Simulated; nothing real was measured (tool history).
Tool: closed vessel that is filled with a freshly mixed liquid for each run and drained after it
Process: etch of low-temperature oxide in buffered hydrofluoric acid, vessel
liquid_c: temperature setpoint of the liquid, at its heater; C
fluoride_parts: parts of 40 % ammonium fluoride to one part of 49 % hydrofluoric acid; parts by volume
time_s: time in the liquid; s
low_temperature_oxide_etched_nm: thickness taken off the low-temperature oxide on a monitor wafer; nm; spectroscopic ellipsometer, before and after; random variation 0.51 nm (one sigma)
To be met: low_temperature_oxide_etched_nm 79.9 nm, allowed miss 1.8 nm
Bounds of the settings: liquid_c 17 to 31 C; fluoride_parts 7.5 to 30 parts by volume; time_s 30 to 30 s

run  hour  liquid_c  fluoride_parts  time_s  low_temperature_oxide_etched_nm
  1     0        23              22      30                           41.341
  2   6.7        23              22      30                           40.728
  3  13.5        24            21.5      30                           44.139
  4  16.9        24            21.5      30                           44.302
  5  18.4        24            21.5      30                           43.944
  6  24.3        24            21.5      30                           43.988
  7  31.1      24.5              21      30                           46.275
  8  38.8        25            20.5      30                           48.226
  9  44.5      25.5              20      30                           50.589
 10  53.5        26            19.5      30                           52.678
 11  59.2      26.5              19      30                           55.502
 12  67.8        27            18.5      30                           58.343
 13  71.8      27.5            18.5      30                           60.604
 14  78.3        28            18.5      30                           62.992
 15    85      28.5            18.5      30                           64.007
 16  89.1        30              17      30                           74.452

Which of these 5 next moves meets every target?
  A  93.2        30              16      30                                ?
  B  93.2        28              15      30                                ?
  C  93.2      29.5            16.5      30                                ?
  D  93.2      30.5            20.5      30                                ?
  E  93.2        31              19      30                                ?

move  low_temperature_oxide_etched_nm
   A                           80.334
   B                           76.901
   C                           75.893
   D                           65.138
   E                            71.55
A: meets every target
B: nearer than the last run, and not there yet
C: nearer than the last run, and not there yet
D: further off than the last run
E: further off than the last run
The right move is A.

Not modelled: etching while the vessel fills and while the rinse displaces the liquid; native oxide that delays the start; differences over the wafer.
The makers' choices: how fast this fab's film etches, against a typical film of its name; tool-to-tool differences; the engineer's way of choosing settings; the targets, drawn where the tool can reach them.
